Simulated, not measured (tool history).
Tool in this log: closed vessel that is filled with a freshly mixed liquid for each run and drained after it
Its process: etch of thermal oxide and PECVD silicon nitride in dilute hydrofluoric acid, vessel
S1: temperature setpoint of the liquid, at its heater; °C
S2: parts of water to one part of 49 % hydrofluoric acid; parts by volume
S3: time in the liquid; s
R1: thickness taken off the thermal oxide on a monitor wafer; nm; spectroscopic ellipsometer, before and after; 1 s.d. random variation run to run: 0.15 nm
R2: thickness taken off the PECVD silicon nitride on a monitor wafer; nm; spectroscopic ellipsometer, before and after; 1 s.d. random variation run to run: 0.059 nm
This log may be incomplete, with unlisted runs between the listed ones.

run,day,S1,S2,S3,R1,R2
1,0.000,26.0,180,975,24.169,10.2410
2,0.196,26.0,180,560,14.149,5.9370
3,0.579,29.0,180,560,15.703,7.1348
4,0.929,29.0,180,735,20.408,9.2339
5,1.129,29.0,180,740,20.301,9.2767
6,1.250,29.0,125,740,31.663,13.4260

Predict the results of run 7:
7,1.488,28.5,140,760,?,?

Run 7 yielded R1 28.051 nm, R2 12.0040 nm.
